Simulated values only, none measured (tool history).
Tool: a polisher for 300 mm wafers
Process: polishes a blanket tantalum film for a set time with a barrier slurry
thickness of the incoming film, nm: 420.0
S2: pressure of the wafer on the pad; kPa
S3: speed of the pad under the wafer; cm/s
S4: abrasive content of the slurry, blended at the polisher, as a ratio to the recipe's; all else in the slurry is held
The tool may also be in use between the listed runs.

Run 1, hour 0: flow of slurry (ml/min) 155, S2 9.7 kPa, S3 116 cm/s, S4 1, polishing time (s) 88. Result: film removed (Å) 1210.7.
Run 2, hour 4.6: flow of slurry (ml/min) 155, S2 9.7 kPa, S3 116 cm/s, S4 1, polishing time (s) 93. Result: film removed (Å) 1284.8.
Run 3, hour 8.3: flow of slurry (ml/min) 155, S2 11 kPa, S3 116 cm/s, S4 1, polishing time (s) 93. Result: film removed (Å) 1460.4.
Run 4, hour 9.3: flow of slurry (ml/min) 155, S2 12.4 kPa, S3 116 cm/s, S4 1, polishing time (s) 93. Result: film removed (Å) 1622.4.
Run 5, hour 18: flow of slurry (ml/min) 155, S2 10.3 kPa, S3 112 cm/s, S4 1, polishing time (s) 93. Result: film removed (Å) 1324.2.
Run 6, hour 21.9: flow of slurry (ml/min) 155, S2 10.3 kPa, S3 112 cm/s, S4 0.8, polishing time (s) 93. Result: film removed (Å) 1242.3.

Forecast run 7:
Run 7, hour 30.2: flow of slurry (ml/min) 155, S2 10.3 kPa, S3 112 cm/s, S4 0.8, polishing time (s) 93. Result: film removed (Å) ?.

{"run 7": {"film removed (Å)": 1233.1}}
